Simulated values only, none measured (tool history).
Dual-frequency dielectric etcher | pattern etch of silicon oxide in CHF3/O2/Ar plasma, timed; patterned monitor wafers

run,day,source power (kW),bias power (kW),etch time (s),mean etch depth across the wafer (Å)
1,0,0.46,0.225,546.5,11072
2,0.308,0.46,0.225,546.5,11000
3,0.333,0.46,0.225,546.5,11049
4,0.496,0.38,0.225,546.5,10479
5,0.708,0.37,0.221,546.5,10282
6,0.829,0.42,0.221,546.5,10664
7,1.133,0.4,0.217,546.5,10512
8,1.329,0.39,0.213,546.5,10346
9,1.612,0.39,0.213,546.5,10278
10,1.917,0.38,0.211,546.5,10235
11,1.954,0.37,0.208,546.5,10057
12,2.088,0.36,0.206,546.5,10071

Run 13 comes next. What will it give?
13,2.146,0.35,0.203,546.5,?

mean etch depth across the wafer (Å): 9851.6
